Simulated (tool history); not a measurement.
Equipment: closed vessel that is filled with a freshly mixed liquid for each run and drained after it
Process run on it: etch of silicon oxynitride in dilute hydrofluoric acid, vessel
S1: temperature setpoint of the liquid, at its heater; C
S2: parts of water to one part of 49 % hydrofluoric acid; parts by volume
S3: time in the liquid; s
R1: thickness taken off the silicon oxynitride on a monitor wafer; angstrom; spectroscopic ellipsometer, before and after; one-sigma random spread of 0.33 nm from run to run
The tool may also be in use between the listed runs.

{"run": 1, "hour": 0.0, "S1": 25.0, "S2": 85, "S3": 1415, "R1": 874.53}
{"run": 2, "hour": 2.9, "S1": 23.0, "S2": 90, "S3": 1415, "R1": 754.77}
{"run": 3, "hour": 10.2, "S1": 21.5, "S2": 95, "S3": 1415, "R1": 659.73}
{"run": 4, "hour": 18.3, "S1": 24.5, "S2": 95, "S3": 1415, "R1": 766.72}
{"run": 5, "hour": 20.4, "S1": 23.0, "S2": 100, "S3": 1415, "R1": 673.8}
{"run": 6, "hour": 24.2, "S1": 23.0, "S2": 70, "S3": 1415, "R1": 972.37}
{"run": 7, "hour": 31.4, "S1": 21.5, "S2": 80, "S3": 1415, "R1": 786.79}
{"run": 8, "hour": 40.7, "S1": 21.5, "S2": 80, "S3": 1415, "R1": 785.12}
{"run": 9, "hour": 46.7, "S1": 20.5, "S2": 85, "S3": 1415, "R1": 701.92}

For run 10, what comes out?
{"run": 10, "hour": 51.6, "S1": 19.5, "S2": 90, "S3": 1415, "R1": "?"}

{"run 10": {"R1": 632.07}}
